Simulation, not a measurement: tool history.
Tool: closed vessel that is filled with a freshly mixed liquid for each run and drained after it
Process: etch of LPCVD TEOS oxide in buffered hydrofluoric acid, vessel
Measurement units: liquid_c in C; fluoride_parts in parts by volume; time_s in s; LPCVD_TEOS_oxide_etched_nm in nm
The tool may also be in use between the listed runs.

Run 1, day 0: liquid_c 22 C, fluoride_parts 9.5 parts by volume, time_s 100 s. Result: LPCVD_TEOS_oxide_etched_nm 202.62 nm.
Run 2, day 0.267: liquid_c 22.5 C, fluoride_parts 9.5 parts by volume, time_s 100 s. Result: LPCVD_TEOS_oxide_etched_nm 209.63 nm.
Run 3, day 0.358: liquid_c 22.5 C, fluoride_parts 12.5 parts by volume, time_s 100 s. Result: LPCVD_TEOS_oxide_etched_nm 162.81 nm.
Run 4, day 0.538: liquid_c 22.5 C, fluoride_parts 12.5 parts by volume, time_s 105 s. Result: LPCVD_TEOS_oxide_etched_nm 170.49 nm.
Run 5, day 0.854: liquid_c 19.5 C, fluoride_parts 12.5 parts by volume, time_s 105 s. Result: LPCVD_TEOS_oxide_etched_nm 144.13 nm.
Run 6, day 1.012: liquid_c 21 C, fluoride_parts 12.5 parts by volume, time_s 105 s. Result: LPCVD_TEOS_oxide_etched_nm 156.86 nm.
Run 7, day 1.371: liquid_c 22.5 C, fluoride_parts 12.5 parts by volume, time_s 105 s. Result: LPCVD_TEOS_oxide_etched_nm 170.2 nm.
Run 8, day 1.612: liquid_c 23.5 C, fluoride_parts 12.5 parts by volume, time_s 105 s. Result: LPCVD_TEOS_oxide_etched_nm 181.99 nm.
Run 9, day 1.775: liquid_c 24.5 C, fluoride_parts 12.5 parts by volume, time_s 105 s. Result: LPCVD_TEOS_oxide_etched_nm 192.98 nm.
Run 10, day 2.15: liquid_c 25.5 C, fluoride_parts 12.5 parts by volume, time_s 105 s. Result: LPCVD_TEOS_oxide_etched_nm 202.17 nm.

The next listed run, before its measurement:
Run 11, day 2.35: liquid_c 29.5 C, fluoride_parts 12.5 parts by volume, time_s 105 s. Result: LPCVD_TEOS_oxide_etched_nm ?.

Run 11 gave LPCVD_TEOS_oxide_etched_nm 250.39 nm.
